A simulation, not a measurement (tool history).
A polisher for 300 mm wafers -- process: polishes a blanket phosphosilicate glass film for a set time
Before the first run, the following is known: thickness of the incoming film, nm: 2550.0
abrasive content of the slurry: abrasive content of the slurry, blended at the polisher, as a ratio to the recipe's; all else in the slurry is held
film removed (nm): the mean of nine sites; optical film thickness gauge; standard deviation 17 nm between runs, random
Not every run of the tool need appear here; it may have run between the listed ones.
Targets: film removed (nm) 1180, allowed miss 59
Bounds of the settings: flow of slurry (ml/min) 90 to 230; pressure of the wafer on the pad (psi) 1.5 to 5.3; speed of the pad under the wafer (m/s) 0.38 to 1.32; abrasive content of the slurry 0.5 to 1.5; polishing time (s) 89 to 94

| run | hour | flow of slurry (ml/min) | pressure of the wafer on the pad (psi) | speed of the pad under the wafer (m/s) | abrasive content of the slurry | polishing time (s) | film removed (nm) |
|---|---|---|---|---|---|---|---|
| 1 | 0 | 150 | 3.4 | 0.84 | 1 | 89 | 813.74 |
| 2 | 7.3 | 150 | 3.4 | 0.92 | 1 | 89 | 885.57 |
| 3 | 15.4 | 150 | 3.4 | 0.92 | 1.1 | 89 | 897.92 |
| 4 | 21.7 | 150 | 3.4 | 0.92 | 1.1 | 89 | 880.74 |
| 5 | 25.1 | 150 | 3.5 | 0.92 | 1.1 | 89 | 907.96 |
| 6 | 29.4 | 150 | 3.5 | 0.92 | 1.2 | 89 | 931.8 |
| 7 | 32.1 | 150 | 3.6 | 0.92 | 1.2 | 89 | 969.22 |
| 8 | 35.9 | 150 | 3.7 | 0.92 | 1.2 | 89 | 978.3 |
| 9 | 40.8 | 150 | 3.8 | 0.92 | 1.2 | 89 | 995.8 |
| 10 | 45.1 | 150 | 3.8 | 0.92 | 1.2 | 89 | 1020.8 |
| 11 | 52.2 | 150 | 3.8 | 0.92 | 1.2 | 89 | 964.49 |
| 12 | 59.1 | 150 | 3.9 | 0.92 | 1.2 | 89 | 1006.6 |

Below are 5 possible settings for the next run. Only one of them brings all results inside the allowed miss of their targets. Which is it?
| A | 66 | 145 | 2.9 | 0.94 | 1.3 | 89 | ? |
| B | 66 | 165 | 4.1 | 0.98 | 1.15 | 92 | ? |
| C | 66 | 140 | 4.2 | 1.06 | 1.25 | 94 | ? |
| D | 66 | 145 | 3.8 | 0.7 | 1.1 | 89 | ? |
| E | 66 | 185 | 3.1 | 0.96 | 1.05 | 89 | ? |

| move | film removed (nm) |
|---|---|
| A | 835.9 |
| B | 1179 |
| C | 1302.4 |
| D | 789.07 |
| E | 880.12 |
A: its largest miss is bigger than the last run's
B: all results land within tolerance of their targets
C: takes the biggest miss from the last run beyond its target
D: its largest miss is bigger than the last run's
E: its largest miss is bigger than the last run's
B is the move that brings every result within its allowed miss.
